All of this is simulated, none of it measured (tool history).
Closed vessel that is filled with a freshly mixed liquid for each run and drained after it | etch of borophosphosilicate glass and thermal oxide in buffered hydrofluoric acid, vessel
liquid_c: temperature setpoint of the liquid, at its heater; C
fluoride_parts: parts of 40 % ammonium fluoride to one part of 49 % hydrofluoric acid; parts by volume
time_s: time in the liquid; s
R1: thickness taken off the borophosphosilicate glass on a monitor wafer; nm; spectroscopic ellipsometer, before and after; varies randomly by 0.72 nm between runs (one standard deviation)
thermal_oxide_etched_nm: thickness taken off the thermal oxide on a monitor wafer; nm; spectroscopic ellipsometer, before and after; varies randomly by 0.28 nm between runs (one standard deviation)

{"run": 1, "hour": 0.0, "liquid_c": 23, "fluoride_parts": 13.5, "time_s": 60, "R1": 87.393, "thermal_oxide_etched_nm": 44.223}
{"run": 2, "hour": 5.6, "liquid_c": 25, "fluoride_parts": 13.5, "time_s": 60, "R1": 96.791, "thermal_oxide_etched_nm": 49.181}
{"run": 3, "hour": 8.2, "liquid_c": 25, "fluoride_parts": 16, "time_s": 60, "R1": 81.233, "thermal_oxide_etched_nm": 42.075}
{"run": 4, "hour": 16.7, "liquid_c": 23.5, "fluoride_parts": 16, "time_s": 60, "R1": 75.221, "thermal_oxide_etched_nm": 38.97}
{"run": 5, "hour": 25.6, "liquid_c": 26, "fluoride_parts": 15.5, "time_s": 60, "R1": 88.924, "thermal_oxide_etched_nm": 45.768}
{"run": 6, "hour": 31.4, "liquid_c": 27.5, "fluoride_parts": 15.5, "time_s": 60, "R1": 96.544, "thermal_oxide_etched_nm": 49.245}
{"run": 7, "hour": 32.9, "liquid_c": 28.5, "fluoride_parts": 15.5, "time_s": 60, "R1": 101.54, "thermal_oxide_etched_nm": 52.214}
{"run": 8, "hour": 37.9, "liquid_c": 29.5, "fluoride_parts": 15.5, "time_s": 60, "R1": 106.55, "thermal_oxide_etched_nm": 55.228}

Run 9, settings as shown, results not yet in. Your forecast:
{"run": 9, "hour": 45.2, "liquid_c": 30, "fluoride_parts": 15, "time_s": 60, "R1": "?", "thermal_oxide_etched_nm": "?"}

Run 9 yielded R1 113.52 nm, thermal_oxide_etched_nm 58.604 nm.

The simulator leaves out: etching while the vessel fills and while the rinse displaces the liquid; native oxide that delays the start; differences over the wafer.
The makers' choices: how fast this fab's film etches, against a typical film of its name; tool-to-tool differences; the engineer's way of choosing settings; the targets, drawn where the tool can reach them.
